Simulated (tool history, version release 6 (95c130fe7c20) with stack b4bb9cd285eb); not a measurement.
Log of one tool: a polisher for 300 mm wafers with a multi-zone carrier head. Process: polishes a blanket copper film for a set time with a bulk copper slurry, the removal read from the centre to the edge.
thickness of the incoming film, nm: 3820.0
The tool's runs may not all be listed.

run	day	flow of slurry (ml/min)	pressure of the head's centre zone	pressure of the head's middle zone	pressure of the head's edge zone	abrasive content of the slurry	polishing time (s)	film removed at the wafer's centre (nm)	film removed at mid-radius (nm)	film removed at the wafer's edge (nm)
1	0	230	1	1	1	1	85	885.39	889.03	895.04
2	0.2	235	1.01	1.03	1.03	1.1	88	949.6	964.45	959.49
3	0.262	235	1.01	1.03	1.03	1.1	100	1067	1107.1	1062
4	0.462	240	1.01	1.05	1.06	1.2	101	1132	1132.9	1174.4
5	0.754	240	1.01	1.05	1.06	1.4	101	1157.3	1190.1	1179.5
6	0.883	205	1.01	1.05	1.06	1.4	101	1133.1	1187.4	1170.4
7	0.979	210	1.01	1.08	1.07	1.4	102	1134.7	1216.2	1203.8
8	1.004	215	1.02	1.1	1.07	1.4	102	1148.4	1245.4	1190.2
9	1.092	220	1.02	1.11	1.08	1.4	102	1173.7	1258.2	1203.6
10	1.179	225	1.02	1.12	1.09	1.4	102	1127.7	1257.7	1207.4
11	1.442	225	1.03	1.13	1.1	1.4	103	1155	1291.3	1224.2

Run 12 comes next. What will it give?
12	1.758	230	1.04	1.13	1.11	1.4	103	?	?	?

film removed at the wafer's centre (nm): 1189.4
film removed at mid-radius (nm): 1300.8
film removed at the wafer's edge (nm): 1241.4
